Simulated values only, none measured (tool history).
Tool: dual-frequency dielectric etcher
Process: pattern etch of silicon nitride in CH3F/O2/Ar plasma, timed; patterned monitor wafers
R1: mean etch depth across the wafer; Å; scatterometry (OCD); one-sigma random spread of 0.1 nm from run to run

{"run": 1, "hour": 0.0, "source power (kW)": 0.51, "bias power (kW)": 0.09, "etch time (s)": 49, "R1": 428.29}
{"run": 2, "hour": 7.4, "source power (kW)": 0.55, "bias power (kW)": 0.092, "etch time (s)": 49, "R1": 448.07}
{"run": 3, "hour": 10.0, "source power (kW)": 0.55, "bias power (kW)": 0.092, "etch time (s)": 49, "R1": 448.14}
{"run": 4, "hour": 15.6, "source power (kW)": 0.48, "bias power (kW)": 0.092, "etch time (s)": 49, "R1": 419.96}
{"run": 5, "hour": 17.8, "source power (kW)": 0.48, "bias power (kW)": 0.107, "etch time (s)": 49, "R1": 448.32}
{"run": 6, "hour": 25.9, "source power (kW)": 0.48, "bias power (kW)": 0.107, "etch time (s)": 44.5, "R1": 409.68}
{"run": 7, "hour": 34.7, "source power (kW)": 0.52, "bias power (kW)": 0.109, "etch time (s)": 44.5, "R1": 426.68}

Predict the results of run 8:
{"run": 8, "hour": 42.0, "source power (kW)": 0.55, "bias power (kW)": 0.111, "etch time (s)": 44.5, "R1": "?"}

{"run 8": {"R1": 439.93}}
